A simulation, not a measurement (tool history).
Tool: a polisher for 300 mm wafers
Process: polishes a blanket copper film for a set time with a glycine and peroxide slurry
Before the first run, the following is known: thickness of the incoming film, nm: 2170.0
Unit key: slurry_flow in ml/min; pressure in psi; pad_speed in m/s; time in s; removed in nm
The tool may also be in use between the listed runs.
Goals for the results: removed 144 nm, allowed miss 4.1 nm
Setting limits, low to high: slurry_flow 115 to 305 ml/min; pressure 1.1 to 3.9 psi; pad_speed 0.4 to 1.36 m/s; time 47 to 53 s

{"run": 1, "hour": 0.0, "slurry_flow": 195, "pressure": 2.5, "pad_speed": 0.88, "time": 53, "removed": 182.3}
{"run": 2, "hour": 5.8, "slurry_flow": 195, "pressure": 2.5, "pad_speed": 0.88, "time": 47, "removed": 161.53}
{"run": 3, "hour": 10.4, "slurry_flow": 190, "pressure": 2.4, "pad_speed": 0.88, "time": 47, "removed": 156.08}
{"run": 4, "hour": 13.3, "slurry_flow": 190, "pressure": 2.4, "pad_speed": 1.06, "time": 47, "removed": 180.18}
{"run": 5, "hour": 22.1, "slurry_flow": 190, "pressure": 2.4, "pad_speed": 1.06, "time": 53, "removed": 205.37}
{"run": 6, "hour": 27.4, "slurry_flow": 190, "pressure": 2.4, "pad_speed": 0.9, "time": 53, "removed": 179.74}
{"run": 7, "hour": 31.1, "slurry_flow": 190, "pressure": 2.2, "pad_speed": 0.9, "time": 53, "removed": 165.43}
{"run": 8, "hour": 32.3, "slurry_flow": 190, "pressure": 2.2, "pad_speed": 0.9, "time": 53, "removed": 168.36}
{"run": 9, "hour": 39.0, "slurry_flow": 170, "pressure": 1.7, "pad_speed": 0.9, "time": 53, "removed": 135.27}
{"run": 10, "hour": 41.0, "slurry_flow": 180, "pressure": 1.7, "pad_speed": 0.9, "time": 53, "removed": 136.56}
{"run": 11, "hour": 45.6, "slurry_flow": 185, "pressure": 1.7, "pad_speed": 0.9, "time": 53, "removed": 139.09}
{"run": 12, "hour": 50.3, "slurry_flow": 190, "pressure": 1.7, "pad_speed": 0.9, "time": 53, "removed": 139.94}
{"run": 13, "hour": 56.7, "slurry_flow": 195, "pressure": 1.7, "pad_speed": 0.9, "time": 53, "removed": 139.48}
{"run": 14, "hour": 61.7, "slurry_flow": 200, "pressure": 1.7, "pad_speed": 0.9, "time": 53, "removed": 139.96}

4 next moves are on the table. One of them brings every result within its allowed miss. Which?
{"run": "A", "hour": 66.7, "slurry_flow": 195, "pressure": 3.1, "pad_speed": 0.58, "time": 52, "removed": "?"}
{"run": "B", "hour": 66.7, "slurry_flow": 175, "pressure": 1.6, "pad_speed": 1.06, "time": 52, "removed": "?"}
{"run": "C", "hour": 66.7, "slurry_flow": 225, "pressure": 2.1, "pad_speed": 0.74, "time": 48, "removed": "?"}
{"run": "D", "hour": 66.7, "slurry_flow": 180, "pressure": 1.9, "pad_speed": 0.94, "time": 47, "removed": "?"}

move=A removed=151.82
move=B removed=143.44
move=C removed=127.86
move=D removed=135.22
A: takes the biggest miss from the last run beyond its target
B: all results in spec
C: the biggest miss grows against the last run
D: the biggest miss grows against the last run
Correct choice: B, which meets every target

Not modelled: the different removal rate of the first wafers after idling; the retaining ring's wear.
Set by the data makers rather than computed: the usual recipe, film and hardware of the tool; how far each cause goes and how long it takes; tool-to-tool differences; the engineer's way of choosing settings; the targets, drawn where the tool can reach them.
